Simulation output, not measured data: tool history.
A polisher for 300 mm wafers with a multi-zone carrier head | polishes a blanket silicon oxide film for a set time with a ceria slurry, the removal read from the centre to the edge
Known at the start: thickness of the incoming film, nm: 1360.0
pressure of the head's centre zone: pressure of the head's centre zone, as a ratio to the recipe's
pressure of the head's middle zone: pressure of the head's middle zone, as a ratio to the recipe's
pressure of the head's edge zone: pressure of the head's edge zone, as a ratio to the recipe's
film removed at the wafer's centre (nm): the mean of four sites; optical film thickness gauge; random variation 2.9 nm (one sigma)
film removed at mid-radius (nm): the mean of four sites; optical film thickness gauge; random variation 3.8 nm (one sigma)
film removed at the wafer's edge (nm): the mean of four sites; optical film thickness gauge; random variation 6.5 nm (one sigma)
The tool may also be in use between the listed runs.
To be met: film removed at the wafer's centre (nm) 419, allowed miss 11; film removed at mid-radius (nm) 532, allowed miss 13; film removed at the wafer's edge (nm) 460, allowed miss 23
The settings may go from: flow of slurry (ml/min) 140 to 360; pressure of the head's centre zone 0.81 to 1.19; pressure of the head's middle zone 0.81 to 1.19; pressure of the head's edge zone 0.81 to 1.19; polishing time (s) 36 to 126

run,hour,flow of slurry (ml/min),pressure of the head's centre zone,pressure of the head's middle zone,pressure of the head's edge zone,polishing time (s),film removed at the wafer's centre (nm),film removed at mid-radius (nm),film removed at the wafer's edge (nm)
1,0,230,1,1,1,81,413.15,408.49,418.98
2,6,230,1,1,1.04,81,408.66,408.79,430.32
3,10.4,230,1,1,1.04,71,361.03,361.12,369.53
4,12.6,270,1,1,1.04,71,375.28,363.42,373.54
5,16.5,260,0.99,1.04,1.03,75,386.82,393.75,410.13
6,19.5,260,0.99,1.04,0.96,75,386.27,398.86,380.26
7,24.5,260,0.98,1.07,0.95,78,400.84,425.29,403.34
8,28.7,260,0.96,1.09,0.93,80,400.97,433.31,404.22
9,35.1,255,0.94,1.11,0.91,83,405.43,462.79,406.72

Which of these 4 next moves meets every target?
A,41.5,250,0.83,1.17,0.81,97,?,?,?
B,41.5,185,0.86,1.13,0.83,99,?,?,?
C,41.5,235,0.85,1.19,0.99,91,?,?,?
D,41.5,305,0.83,0.87,1.19,91,?,?,?

move,film removed at the wafer's centre (nm),film removed at mid-radius (nm),film removed at the wafer's edge (nm)
A,417.59,559.02,459.65
B,419.76,530.24,458.06
C,397.75,527.16,465.19
D,400.84,426.27,519.58
A: takes the result that was furthest off past its target
B: meets every target
C: brings the result that was furthest off to its target, and leaves another outside
D: further off than the last run
The right move is B.
